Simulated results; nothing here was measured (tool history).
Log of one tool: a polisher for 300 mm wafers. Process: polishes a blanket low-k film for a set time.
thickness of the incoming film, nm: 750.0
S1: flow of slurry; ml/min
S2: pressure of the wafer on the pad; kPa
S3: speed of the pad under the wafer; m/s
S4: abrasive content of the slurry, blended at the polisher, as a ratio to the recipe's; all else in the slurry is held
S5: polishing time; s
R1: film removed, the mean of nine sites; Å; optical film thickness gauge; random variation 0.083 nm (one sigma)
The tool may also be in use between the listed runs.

{"run": 1, "hour": 0.0, "S1": 125, "S2": 13.8, "S3": 0.78, "S4": 1.0, "S5": 22, "R1": 78.131}
{"run": 2, "hour": 5.3, "S1": 125, "S2": 13.8, "S3": 0.78, "S4": 1.0, "S5": 22, "R1": 78.272}
{"run": 3, "hour": 6.8, "S1": 130, "S2": 14.5, "S3": 0.78, "S4": 1.0, "S5": 22, "R1": 81.536}
{"run": 4, "hour": 8.9, "S1": 130, "S2": 15.2, "S3": 0.78, "S4": 1.0, "S5": 22, "R1": 83.61}
{"run": 5, "hour": 12.2, "S1": 130, "S2": 15.2, "S3": 0.88, "S4": 1.0, "S5": 22, "R1": 92.067}
{"run": 6, "hour": 18.2, "S1": 130, "S2": 15.2, "S3": 0.88, "S4": 1.15, "S5": 22, "R1": 97.912}
{"run": 7, "hour": 27.2, "S1": 135, "S2": 15.2, "S3": 0.88, "S4": 1.15, "S5": 22, "R1": 97.937}

The next listed run, before its measurement:
{"run": 8, "hour": 27.8, "S1": 135, "S2": 15.9, "S3": 0.88, "S4": 1.15, "S5": 22, "R1": "?"}

R1: 100.460 Å

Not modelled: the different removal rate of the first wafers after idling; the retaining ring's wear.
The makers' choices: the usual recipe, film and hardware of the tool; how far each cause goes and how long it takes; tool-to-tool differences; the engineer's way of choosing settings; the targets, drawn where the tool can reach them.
